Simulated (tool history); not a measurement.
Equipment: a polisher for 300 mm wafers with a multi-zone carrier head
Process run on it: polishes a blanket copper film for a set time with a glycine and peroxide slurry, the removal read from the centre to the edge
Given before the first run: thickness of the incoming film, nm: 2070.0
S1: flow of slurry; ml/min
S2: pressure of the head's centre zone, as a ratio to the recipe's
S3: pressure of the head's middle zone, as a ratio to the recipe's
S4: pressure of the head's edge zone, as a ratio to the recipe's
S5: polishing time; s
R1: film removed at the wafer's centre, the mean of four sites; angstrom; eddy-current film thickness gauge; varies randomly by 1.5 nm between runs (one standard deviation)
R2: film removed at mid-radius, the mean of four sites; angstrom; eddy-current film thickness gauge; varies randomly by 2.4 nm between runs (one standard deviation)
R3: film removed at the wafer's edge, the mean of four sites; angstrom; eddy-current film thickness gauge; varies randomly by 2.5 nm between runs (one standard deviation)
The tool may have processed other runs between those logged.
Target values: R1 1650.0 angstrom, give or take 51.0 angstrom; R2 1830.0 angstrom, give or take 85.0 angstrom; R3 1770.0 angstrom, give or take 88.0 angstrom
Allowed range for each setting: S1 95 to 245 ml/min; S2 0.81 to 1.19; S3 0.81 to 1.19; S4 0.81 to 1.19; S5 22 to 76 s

{"run": 1, "hour": 0.0, "S1": 155, "S2": 1.0, "S3": 1.0, "S4": 1.0, "S5": 49, "R1": 2341.6, "R2": 2336.8, "R3": 2307.8}
{"run": 2, "hour": 7.9, "S1": 155, "S2": 1.0, "S3": 1.0, "S4": 0.95, "S5": 49, "R1": 2330.2, "R2": 2281.3, "R3": 2169.6}
{"run": 3, "hour": 16.2, "S1": 145, "S2": 0.96, "S3": 0.99, "S4": 0.93, "S5": 48, "R1": 2181.8, "R2": 2248.8, "R3": 2083.4}
{"run": 4, "hour": 20.8, "S1": 120, "S2": 0.96, "S3": 0.99, "S4": 0.93, "S5": 48, "R1": 2093.6, "R2": 2134.9, "R3": 2138.5}
{"run": 5, "hour": 27.5, "S1": 120, "S2": 0.94, "S3": 0.98, "S4": 0.92, "S5": 47, "R1": 2057.3, "R2": 2094.2, "R3": 2046.4}
{"run": 6, "hour": 29.9, "S1": 120, "S2": 0.94, "S3": 0.98, "S4": 0.97, "S5": 47, "R1": 2012.1, "R2": 2108.2, "R3": 2088.2}
{"run": 7, "hour": 32.9, "S1": 120, "S2": 0.92, "S3": 0.97, "S4": 0.96, "S5": 46, "R1": 1958.8, "R2": 2029.8, "R3": 2121.6}
{"run": 8, "hour": 40.8, "S1": 120, "S2": 0.91, "S3": 0.97, "S4": 0.94, "S5": 45, "R1": 1904.5, "R2": 1966.5, "R3": 2018.6}
{"run": 9, "hour": 43.5, "S1": 120, "S2": 0.89, "S3": 0.98, "S4": 0.92, "S5": 44, "R1": 1815.3, "R2": 2002.2, "R3": 1918.8}
{"run": 10, "hour": 50.8, "S1": 120, "S2": 0.89, "S3": 0.98, "S4": 0.92, "S5": 44, "R1": 1849.6, "R2": 1945.2, "R3": 1901.8}
{"run": 11, "hour": 54.2, "S1": 115, "S2": 0.87, "S3": 0.98, "S4": 0.92, "S5": 44, "R1": 1775.5, "R2": 1916.3, "R3": 1955.6}
{"hour": 55.5, "done": "centre zone pressure recalibrated"}
{"run": 12, "hour": 55.5, "S1": 115, "S2": 0.86, "S3": 0.98, "S4": 0.9, "S5": 44, "R1": 1696.8, "R2": 1975.9, "R3": 1865.3}
{"run": 13, "hour": 59.6, "S1": 115, "S2": 0.86, "S3": 0.97, "S4": 0.89, "S5": 44, "R1": 1690.7, "R2": 1902.9, "R3": 1937.2}

Exercise: of the 5 proposed moves below, exactly one satisfies all targets within the stated allowed misses. Which move is it?
{"run": "A", "hour": 63.7, "S1": 120, "S2": 0.85, "S3": 0.95, "S4": 0.88, "S5": 42, "R1": "?", "R2": "?", "R3": "?"}
{"run": "B", "hour": 63.7, "S1": 145, "S2": 0.83, "S3": 1.07, "S4": 0.85, "S5": 40, "R1": "?", "R2": "?", "R3": "?"}
{"run": "C", "hour": 63.7, "S1": 95, "S2": 0.92, "S3": 0.97, "S4": 0.95, "S5": 44, "R1": "?", "R2": "?", "R3": "?"}
{"run": "D", "hour": 63.7, "S1": 125, "S2": 1.06, "S3": 1.08, "S4": 0.92, "S5": 37, "R1": "?", "R2": "?", "R3": "?"}
{"run": "E", "hour": 63.7, "S1": 110, "S2": 1.01, "S3": 1.01, "S4": 0.92, "S5": 41, "R1": "?", "R2": "?", "R3": "?"}

move=A R1=1634.5 R2=1834.0 R3=1788.6
move=B R1=1580.9 R2=1983.9 R3=1707.6
move=C R1=1737.6 R2=1883.6 R3=1891.7
move=D R1=1703.4 R2=1808.4 R3=1612.3
move=E R1=1780.3 R2=1857.7 R3=1763.9
A: each result inside its tolerance
B: the worst result of the last run now meets its target, but another is out of spec
C: closes in on the targets versus the last run, not all within tolerance yet
D: takes the biggest miss from the last run beyond its target
E: the worst result of the last run now meets its target, but another is out of spec
A is the move that brings every result within its allowed miss.
